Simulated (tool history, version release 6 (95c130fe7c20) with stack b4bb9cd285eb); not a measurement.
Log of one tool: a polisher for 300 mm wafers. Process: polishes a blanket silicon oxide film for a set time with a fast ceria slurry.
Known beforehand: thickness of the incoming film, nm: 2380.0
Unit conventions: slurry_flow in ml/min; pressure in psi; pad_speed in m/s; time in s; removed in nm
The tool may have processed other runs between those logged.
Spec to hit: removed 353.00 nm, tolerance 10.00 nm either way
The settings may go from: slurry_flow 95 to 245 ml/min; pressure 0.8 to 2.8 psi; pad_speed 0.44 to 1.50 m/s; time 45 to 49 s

run,hour,slurry_flow,pressure,pad_speed,time,removed
1,0.0,155,1.8,0.96,49,386.96
2,1.4,155,1.4,0.96,49,310.50
3,4.8,155,1.7,0.96,49,363.17
4,10.9,155,1.7,0.96,45,336.75
5,18.5,155,1.7,0.82,45,288.95
# hour 27.1: slurry nozzle cleaned
6,27.1,170,1.7,0.82,45,323.97
7,29.6,175,1.7,0.82,45,323.74
8,35.4,180,1.7,0.82,45,329.43
9,42.9,185,1.7,0.82,45,320.02

Next run, 5 choices. One meets every target within its allowed miss, the rest don't. Which?
A,50.4,180,1.5,0.94,48,?
B,50.4,200,1.5,0.94,45,?
C,50.4,210,1.7,0.78,48,?
D,50.4,185,1.9,0.82,48,?
E,50.4,205,1.8,0.82,48,?

move,removed
A,351.32
B,334.39
C,334.94
D,381.65
E,368.78
A: hits every target within its allowed miss
B: closer than the last run, but not yet in spec
C: closer than the last run, but not yet in spec
D: the result that was furthest off in the last run now lies on the other side of its target
E: the result that was furthest off in the last run now lies on the other side of its target
A is the move that brings every result within its allowed miss.
